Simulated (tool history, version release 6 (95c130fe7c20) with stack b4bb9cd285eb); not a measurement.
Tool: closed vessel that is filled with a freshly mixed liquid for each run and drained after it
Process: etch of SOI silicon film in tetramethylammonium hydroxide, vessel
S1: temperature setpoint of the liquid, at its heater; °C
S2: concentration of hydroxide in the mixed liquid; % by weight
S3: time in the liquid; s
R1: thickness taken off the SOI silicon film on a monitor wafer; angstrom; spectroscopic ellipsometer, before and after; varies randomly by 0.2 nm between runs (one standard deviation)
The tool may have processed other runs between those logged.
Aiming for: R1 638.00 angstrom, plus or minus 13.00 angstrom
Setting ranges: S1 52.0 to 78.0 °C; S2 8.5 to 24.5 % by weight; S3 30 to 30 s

run 1 hour=0.0 | S1=65.0 S2=16.5 S3=30 | R1=1400.60
run 2 hour=7.0 | S1=65.0 S2=16.5 S3=30 | R1=1400.60
run 3 hour=13.7 | S1=62.0 S2=16.5 S3=30 | R1=1173.90
run 4 hour=16.9 | S1=59.5 S2=16.5 S3=30 | R1=1006.70
-- hour=21.2 thermometer replaced
run 5 hour=21.2 | S1=59.5 S2=16.5 S3=30 | R1=892.71
run 6 hour=23.1 | S1=59.5 S2=13.0 S3=30 | R1=992.38
run 7 hour=24.8 | S1=58.0 S2=13.0 S3=30 | R1=894.04
run 8 hour=33.4 | S1=52.0 S2=13.0 S3=30 | R1=615.46

4 next moves are on the table. One of them brings every result within its allowed miss. Which?
run A hour=42.0 | S1=56.0 S2=19.5 S3=30 | R1=?
run B hour=42.0 | S1=52.0 S2=14.0 S3=30 | R1=?
run C hour=42.0 | S1=52.0 S2=11.5 S3=30 | R1=?
run D hour=42.0 | S1=52.5 S2=11.5 S3=30 | R1=?

move=A R1=664.82
move=B R1=587.48
move=C R1=640.79
move=D R1=662.21
A: pushes the last run's worst result past its target
B: its largest miss is bigger than the last run's
C: in spec on every target
D: pushes the last run's worst result past its target
Correct choice: C, which meets every target
